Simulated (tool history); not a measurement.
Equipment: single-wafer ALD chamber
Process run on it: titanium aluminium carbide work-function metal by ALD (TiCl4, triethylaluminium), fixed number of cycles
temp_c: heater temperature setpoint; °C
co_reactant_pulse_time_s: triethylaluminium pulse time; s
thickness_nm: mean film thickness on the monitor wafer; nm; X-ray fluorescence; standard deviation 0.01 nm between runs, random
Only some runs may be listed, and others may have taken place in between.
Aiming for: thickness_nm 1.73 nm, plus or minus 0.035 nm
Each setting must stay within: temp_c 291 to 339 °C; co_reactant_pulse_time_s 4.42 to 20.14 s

run	hour	temp_c	co_reactant_pulse_time_s	thickness_nm
1	0	315	12.28	1.9229
2	2.7	315	10.96	1.8953
3	4.1	306	10.96	1.8537
4	12.6	316	10.96	1.9105
5	14.5	325	10.96	2.0156
6	18.9	330	10.96	2.0237
7	27.2	321	9.63	1.9249
8	35.1	316	8.88	1.8587
9	39.4	313	8.44	1.819
10	40.2	311	8.15	1.8009
11	45.7	309	7.9	1.7719
12	47	308	7.77	1.7743
13	51	308	7.77	1.7717

Exactly one of the 5 candidate moves below puts every result within its allowed miss. Which one?
A	55	303	8.01	?
B	55	307	9.79	?
C	55	312	8.26	?
D	55	318	8.19	?
E	55	315	7.14	?

move	thickness_nm
A	1.7461
B	1.8298
C	1.8263
D	1.8712
E	1.7993
A: hits every target within its allowed miss
B: lands further from the targets than the last run did
C: lands further from the targets than the last run did
D: lands further from the targets than the last run did
E: lands further from the targets than the last run did
Go with A: it meets all targets.
